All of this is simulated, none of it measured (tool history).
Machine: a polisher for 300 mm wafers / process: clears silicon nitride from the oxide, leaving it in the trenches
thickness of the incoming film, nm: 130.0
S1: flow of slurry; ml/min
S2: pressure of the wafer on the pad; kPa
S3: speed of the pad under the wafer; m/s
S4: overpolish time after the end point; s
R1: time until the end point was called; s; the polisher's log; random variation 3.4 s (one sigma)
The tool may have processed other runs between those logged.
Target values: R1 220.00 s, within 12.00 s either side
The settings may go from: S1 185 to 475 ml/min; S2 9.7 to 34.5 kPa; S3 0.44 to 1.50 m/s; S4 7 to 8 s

| run | hour | S1 | S2 | S3 | S4 | R1 |
|---|---|---|---|---|---|---|
| 1 | 0.0 | 305 | 22.1 | 0.96 | 8 | 123.98 |
| 2 | 1.4 | 260 | 22.1 | 0.96 | 8 | 127.21 |
| 3 | 7.5 | 260 | 22.1 | 0.96 | 8 | 124.43 |
| 4 | 13.1 | 260 | 22.1 | 1.12 | 8 | 115.45 |
| 5 | 14.1 | 260 | 19.3 | 1.08 | 8 | 130.14 |
| 6 | 18.4 | 260 | 17.2 | 1.04 | 8 | 152.19 |
| 7 | 27.4 | 260 | 15.9 | 1.04 | 8 | 162.20 |
| 8 | 32.4 | 260 | 14.5 | 1.04 | 8 | 179.64 |
| 9 | 34.2 | 260 | 13.8 | 1.04 | 8 | 188.83 |
| 10 | 39.7 | 260 | 10.3 | 1.02 | 8 | 245.44 |
| 11 | 43.0 | 260 | 12.4 | 1.02 | 8 | 206.24 |

Which of these 5 next moves meets every target?
| A | 46.3 | 245 | 10.3 | 0.98 | 8 | ? |
| B | 46.3 | 240 | 11.7 | 0.84 | 8 | ? |
| C | 46.3 | 230 | 13.8 | 1.00 | 8 | ? |
| D | 46.3 | 185 | 12.4 | 1.02 | 7 | ? |
| E | 46.3 | 185 | 14.5 | 0.62 | 7 | ? |

| move | R1 |
|---|---|
| A | 254.37 |
| B | 250.23 |
| C | 196.54 |
| D | 220.62 |
| E | 253.24 |
A: takes the result that was furthest off past its target
B: takes the result that was furthest off past its target
C: its largest miss is bigger than the last run's
D: all results in spec
E: takes the result that was furthest off past its target
Correct choice: D, which meets every target

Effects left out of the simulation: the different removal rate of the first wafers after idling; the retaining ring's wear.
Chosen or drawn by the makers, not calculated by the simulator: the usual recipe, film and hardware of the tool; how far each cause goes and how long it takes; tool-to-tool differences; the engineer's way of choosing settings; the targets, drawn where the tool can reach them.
